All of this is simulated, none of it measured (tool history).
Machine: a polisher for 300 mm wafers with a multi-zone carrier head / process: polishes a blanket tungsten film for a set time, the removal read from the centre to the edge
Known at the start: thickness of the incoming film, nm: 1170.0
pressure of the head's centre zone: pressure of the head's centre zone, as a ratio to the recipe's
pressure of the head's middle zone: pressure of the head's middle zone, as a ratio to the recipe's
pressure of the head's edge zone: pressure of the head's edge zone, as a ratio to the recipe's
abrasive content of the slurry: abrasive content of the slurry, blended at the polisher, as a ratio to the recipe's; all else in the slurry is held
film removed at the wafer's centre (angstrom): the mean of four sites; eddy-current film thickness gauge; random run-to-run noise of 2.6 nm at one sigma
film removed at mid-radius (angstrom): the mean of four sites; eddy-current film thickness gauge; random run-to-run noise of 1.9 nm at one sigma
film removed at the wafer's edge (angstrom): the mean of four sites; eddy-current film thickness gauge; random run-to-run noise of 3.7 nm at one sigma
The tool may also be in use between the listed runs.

run	hour	flow of slurry (ml/min)	pressure of the head's centre zone	pressure of the head's middle zone	pressure of the head's edge zone	abrasive content of the slurry	polishing time (s)	film removed at the wafer's centre (angstrom)	film removed at mid-radius (angstrom)	film removed at the wafer's edge (angstrom)
1	0	310	1	1	1	1	50	2011.7	1990.7	2017.6
2	4.2	310	1	1	1	1	59	2345.3	2373.6	2399.4
3	10.5	310	0.94	1	1	1	59	2261.2	2380.2	2404.7
4	16.7	330	1.02	0.98	1.05	1.15	60	2582.2	2499.9	2594.3
5	20.6	330	1.05	0.95	1.09	1.25	61	2755.3	2569.1	2768.4
6	23.1	330	1.05	0.95	1.09	1.05	61	2624.3	2417	2581.1
7	26	320	1.08	0.93	1.11	1.2	62	2858.5	2494.7	2735.5

Run 8 has not been measured yet. What should we expect?
8	31.3	340	1.09	0.91	1.14	1.3	62	?	?	?

film removed at the wafer's centre (angstrom): 2918
film removed at mid-radius (angstrom): 2509
film removed at the wafer's edge (angstrom): 2841.8

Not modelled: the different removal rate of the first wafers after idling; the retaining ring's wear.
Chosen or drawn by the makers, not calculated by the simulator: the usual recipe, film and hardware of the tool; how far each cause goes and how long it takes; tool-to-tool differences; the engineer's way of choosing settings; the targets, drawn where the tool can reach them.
